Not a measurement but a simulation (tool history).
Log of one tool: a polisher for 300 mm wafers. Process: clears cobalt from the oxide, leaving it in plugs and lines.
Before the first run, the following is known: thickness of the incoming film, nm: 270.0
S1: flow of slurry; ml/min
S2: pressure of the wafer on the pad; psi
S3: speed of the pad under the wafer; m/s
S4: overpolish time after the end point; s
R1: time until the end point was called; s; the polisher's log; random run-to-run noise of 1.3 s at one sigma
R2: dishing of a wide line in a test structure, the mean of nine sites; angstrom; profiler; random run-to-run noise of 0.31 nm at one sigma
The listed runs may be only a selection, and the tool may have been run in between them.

| run | hour | S1 | S2 | S3 | S4 | R1 | R2 |
|---|---|---|---|---|---|---|---|
| 1 | 0.0 | 285 | 1.6 | 1.14 | 12 | 70.015 | 350.40 |
| 2 | 9.0 | 285 | 1.6 | 1.14 | 11 | 70.306 | 342.22 |
| 3 | 10.6 | 285 | 1.2 | 1.14 | 11 | 92.007 | 280.90 |
| 4 | 17.7 | 230 | 1.2 | 1.14 | 11 | 97.461 | 275.64 |
| 5 | 23.8 | 230 | 1.2 | 1.36 | 11 | 79.359 | 305.46 |
| 6 | 27.7 | 230 | 1.5 | 1.36 | 11 | 65.427 | 359.10 |
| 7 | 30.0 | 235 | 1.5 | 1.36 | 11 | 64.443 | 358.96 |
| 8 | 38.4 | 240 | 1.5 | 1.36 | 11 | 65.140 | 353.74 |
| 9 | 46.3 | 245 | 1.5 | 1.36 | 11 | 63.954 | 357.06 |

Run 10 is up next; what results do you expect?
| 10 | 51.4 | 250 | 1.5 | 1.36 | 11 | ? | ? |

Logged for run 10: R1 63.777 s, R2 354.72 angstrom.

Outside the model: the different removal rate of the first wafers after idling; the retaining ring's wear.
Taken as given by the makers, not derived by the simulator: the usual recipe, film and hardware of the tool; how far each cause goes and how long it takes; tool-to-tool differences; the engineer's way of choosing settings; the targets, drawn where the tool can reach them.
